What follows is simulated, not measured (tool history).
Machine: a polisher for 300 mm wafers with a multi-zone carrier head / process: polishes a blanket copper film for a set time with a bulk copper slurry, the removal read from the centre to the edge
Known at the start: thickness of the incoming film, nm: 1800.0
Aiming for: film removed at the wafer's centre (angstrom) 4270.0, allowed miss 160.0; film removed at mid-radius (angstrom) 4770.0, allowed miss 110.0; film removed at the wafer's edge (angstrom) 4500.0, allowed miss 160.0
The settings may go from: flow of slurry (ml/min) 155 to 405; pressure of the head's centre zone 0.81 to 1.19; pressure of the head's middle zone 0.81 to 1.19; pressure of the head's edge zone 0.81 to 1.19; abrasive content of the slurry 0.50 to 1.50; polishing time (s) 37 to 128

| run | hour | flow of slurry (ml/min) | pressure of the head's centre zone | pressure of the head's middle zone | pressure of the head's edge zone | abrasive content of the slurry | polishing time (s) | film removed at the wafer's centre (angstrom) | film removed at mid-radius (angstrom) | film removed at the wafer's edge (angstrom) |
|---|---|---|---|---|---|---|---|---|---|---|
| 1 | 0.0 | 260 | 1.00 | 1.00 | 1.00 | 1.00 | 82 | 5354.0 | 5315.9 | 5312.4 |
| 2 | 0.6 | 260 | 1.00 | 1.00 | 1.00 | 1.00 | 62 | 4046.4 | 4044.8 | 4077.3 |
| 3 | 6.4 | 260 | 1.09 | 1.00 | 1.00 | 1.00 | 62 | 4390.6 | 4030.7 | 4034.5 |
| 4 | 9.7 | 260 | 1.09 | 1.00 | 1.00 | 1.00 | 71 | 4960.6 | 4601.9 | 4623.1 |
| 5 | 17.9 | 255 | 1.06 | 1.02 | 1.00 | 1.00 | 71 | 4938.3 | 4687.0 | 4581.6 |
| 6 | 25.3 | 255 | 1.06 | 1.02 | 1.00 | 0.85 | 71 | 4535.9 | 4436.3 | 4415.3 |
| 7 | 26.5 | 260 | 1.04 | 1.03 | 1.00 | 0.85 | 71 | 4575.1 | 4503.6 | 4457.5 |
| 8 | 35.1 | 260 | 1.02 | 1.04 | 1.00 | 0.85 | 71 | 4426.7 | 4532.0 | 4428.8 |
| 9 | 43.9 | 265 | 1.01 | 1.05 | 1.00 | 0.85 | 71 | 4516.8 | 4556.7 | 4424.4 |
| 10 | 47.7 | 265 | 1.01 | 1.05 | 1.00 | 0.85 | 71 | 4500.5 | 4601.6 | 4458.9 |
| 11 | 49.5 | 265 | 0.99 | 1.06 | 1.00 | 0.85 | 71 | 4357.3 | 4671.3 | 4421.0 |
| 12 | 56.8 | 265 | 0.98 | 1.06 | 1.01 | 0.85 | 71 | 4416.8 | 4588.7 | 4426.5 |
| 13 | 57.3 | 265 | 0.96 | 1.07 | 1.01 | 0.85 | 71 | 4226.7 | 4677.8 | 4459.0 |
| 14 | 65.2 | 270 | 0.96 | 1.07 | 1.01 | 0.85 | 71 | 4266.2 | 4658.6 | 4446.1 |

Which of these 5 next moves meets every target?
| A | 73.1 | 260 | 0.94 | 1.06 | 0.99 | 0.70 | 78 | ? | ? | ? |
| B | 73.1 | 185 | 1.06 | 1.15 | 1.11 | 0.85 | 67 | ? | ? | ? |
| C | 73.1 | 265 | 0.97 | 1.06 | 1.12 | 0.75 | 71 | ? | ? | ? |
| D | 73.1 | 270 | 1.02 | 1.16 | 0.96 | 1.00 | 65 | ? | ? | ? |
| E | 73.1 | 250 | 0.96 | 1.04 | 0.99 | 0.85 | 72 | ? | ? | ? |

| move | film removed at the wafer's centre (angstrom) | film removed at mid-radius (angstrom) | film removed at the wafer's edge (angstrom) |
|---|---|---|---|
| A | 4220.7 | 4751.7 | 4575.8 |
| B | 4210.1 | 4494.9 | 4314.3 |
| C | 4056.8 | 4422.5 | 4527.1 |
| D | 4259.3 | 4745.9 | 4178.4 |
| E | 4204.2 | 4564.9 | 4468.7 |
A: meets every target
B: the biggest miss grows against the last run
C: the biggest miss grows against the last run
D: puts the biggest miss on target and leaves a different result outside tolerance
E: the biggest miss grows against the last run
The right move is A.

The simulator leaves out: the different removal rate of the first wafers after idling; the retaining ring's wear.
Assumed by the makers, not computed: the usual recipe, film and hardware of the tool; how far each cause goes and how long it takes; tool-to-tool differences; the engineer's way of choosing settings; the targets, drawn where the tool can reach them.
